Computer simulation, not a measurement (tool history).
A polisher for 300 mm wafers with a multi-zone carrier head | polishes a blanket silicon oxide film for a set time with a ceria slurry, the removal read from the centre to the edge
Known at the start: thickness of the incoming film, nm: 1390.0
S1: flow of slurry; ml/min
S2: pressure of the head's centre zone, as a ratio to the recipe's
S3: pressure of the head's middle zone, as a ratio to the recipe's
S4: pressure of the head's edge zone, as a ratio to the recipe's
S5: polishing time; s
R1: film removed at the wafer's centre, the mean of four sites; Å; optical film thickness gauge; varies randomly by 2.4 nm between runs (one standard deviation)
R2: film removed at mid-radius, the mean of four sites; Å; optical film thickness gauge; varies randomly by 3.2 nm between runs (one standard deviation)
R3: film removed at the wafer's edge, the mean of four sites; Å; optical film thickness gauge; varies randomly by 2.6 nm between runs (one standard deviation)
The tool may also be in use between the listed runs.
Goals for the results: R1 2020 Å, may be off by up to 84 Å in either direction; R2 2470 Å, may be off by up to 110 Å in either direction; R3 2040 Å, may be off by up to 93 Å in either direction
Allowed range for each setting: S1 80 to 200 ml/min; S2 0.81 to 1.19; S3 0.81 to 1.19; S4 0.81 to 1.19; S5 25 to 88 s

run	day	S1	S2	S3	S4	S5	R1	R2	R3
1	0	130	1	1	1	56	1850.9	1915.8	1912.3
2	0.238	130	1	1	1	70	2343.5	2362.2	2373.6
3	0.367	130	1.03	1	1	70	2341.6	2339.4	2342.9
4	0.496	125	1.02	1.02	0.98	69	2281.9	2332.4	2206.8
5	0.625	125	1.02	1.02	0.98	75	2532.2	2539.6	2448.6
6	0.771	125	1.05	1.02	0.98	75	2570.7	2553.4	2458.2
7	0.838	120	1.02	1.04	0.97	74	2464.7	2530	2361.9
8	0.912	115	1	1.05	0.96	73	2348.2	2553.4	2370.7
9	0.942	110	1	1.06	0.94	72	2234.3	2421.4	2313.5
10	1.212	110	1	1.08	0.93	71	2220.5	2509.6	2194.7
11	1.267	110	1	1.08	0.93	71	2251.1	2428.4	2222.8

Below are 5 possible settings for the next run. Only one of them brings all results inside the allowed miss of their targets. Which is it?
A	1.321	95	0.85	0.99	1.19	76	?	?	?
B	1.321	155	1.14	1.11	0.92	64	?	?	?
C	1.321	115	0.88	1.07	1.03	67	?	?	?
D	1.321	115	0.94	1.18	0.92	66	?	?	?
E	1.321	120	1.11	1.14	0.81	64	?	?	?

move	R1	R2	R3
A	1934.6	2389.2	2546.2
B	2516.9	2501.1	2073.3
C	1882	2376.8	2176.1
D	1982.9	2546.2	2037.7
E	2300.9	2420.9	1891
A: takes the result that was furthest off past its target
B: moves away from the targets compared with the last run
C: takes the result that was furthest off past its target
D: all results in spec
E: moves away from the targets compared with the last run
So the answer is move D, the one that meets all the targets.

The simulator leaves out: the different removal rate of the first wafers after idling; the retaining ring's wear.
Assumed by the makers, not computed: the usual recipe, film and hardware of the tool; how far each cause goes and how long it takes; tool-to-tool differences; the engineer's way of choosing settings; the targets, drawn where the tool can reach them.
